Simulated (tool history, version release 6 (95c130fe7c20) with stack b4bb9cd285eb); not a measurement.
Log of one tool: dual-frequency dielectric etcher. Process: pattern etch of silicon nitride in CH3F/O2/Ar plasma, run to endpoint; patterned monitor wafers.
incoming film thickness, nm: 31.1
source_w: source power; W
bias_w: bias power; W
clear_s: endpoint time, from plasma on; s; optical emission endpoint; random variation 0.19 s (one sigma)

run,hour,source_w,bias_w,clear_s
1,0.0,480,84,41.644
2,1.3,420,84,44.130
3,5.9,390,84,45.716
4,12.6,470,84,42.105
5,13.6,410,84,44.915
6,15.6,470,84,41.981
# hour 20.6: bias power generator calibrated
7,20.6,430,81,43.586
8,21.1,390,73,48.014

Forecast run 9:
9,28.2,370,72,?

Run 9 gave clear_s 49.323 s.

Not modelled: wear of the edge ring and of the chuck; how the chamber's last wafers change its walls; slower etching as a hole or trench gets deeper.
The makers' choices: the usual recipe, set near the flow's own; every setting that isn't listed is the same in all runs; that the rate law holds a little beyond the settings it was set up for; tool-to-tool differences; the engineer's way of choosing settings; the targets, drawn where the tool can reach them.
